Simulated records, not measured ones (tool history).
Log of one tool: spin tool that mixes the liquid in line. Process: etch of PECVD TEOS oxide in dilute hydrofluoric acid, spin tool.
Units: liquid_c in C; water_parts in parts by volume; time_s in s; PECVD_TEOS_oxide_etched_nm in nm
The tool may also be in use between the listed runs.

run 1 hour=0 | liquid_c=23 water_parts=185 time_s=40 | PECVD_TEOS_oxide_etched_nm=3.1788
run 2 hour=3.1 | liquid_c=23 water_parts=185 time_s=25 | PECVD_TEOS_oxide_etched_nm=1.9725
run 3 hour=11.1 | liquid_c=24.5 water_parts=165 time_s=25 | PECVD_TEOS_oxide_etched_nm=2.3921
run 4 hour=16.3 | liquid_c=25 water_parts=145 time_s=25 | PECVD_TEOS_oxide_etched_nm=2.8343
run 5 hour=21.8 | liquid_c=26.5 water_parts=145 time_s=25 | PECVD_TEOS_oxide_etched_nm=3.0028
run 6 hour=28.8 | liquid_c=27 water_parts=130 time_s=25 | PECVD_TEOS_oxide_etched_nm=3.5059
run 7 hour=34 | liquid_c=31 water_parts=85 time_s=25 | PECVD_TEOS_oxide_etched_nm=6.5849
run 8 hour=39.7 | liquid_c=30.5 water_parts=85 time_s=25 | PECVD_TEOS_oxide_etched_nm=6.3852
run 9 hour=44.8 | liquid_c=30 water_parts=85 time_s=25 | PECVD_TEOS_oxide_etched_nm=6.2825
run 10 hour=52.5 | liquid_c=29.5 water_parts=85 time_s=25 | PECVD_TEOS_oxide_etched_nm=6.2278

Run 11 comes next. What will it give?
run 11 hour=54.1 | liquid_c=29 water_parts=85 time_s=25 | PECVD_TEOS_oxide_etched_nm=?

PECVD_TEOS_oxide_etched_nm: 6.082 nm
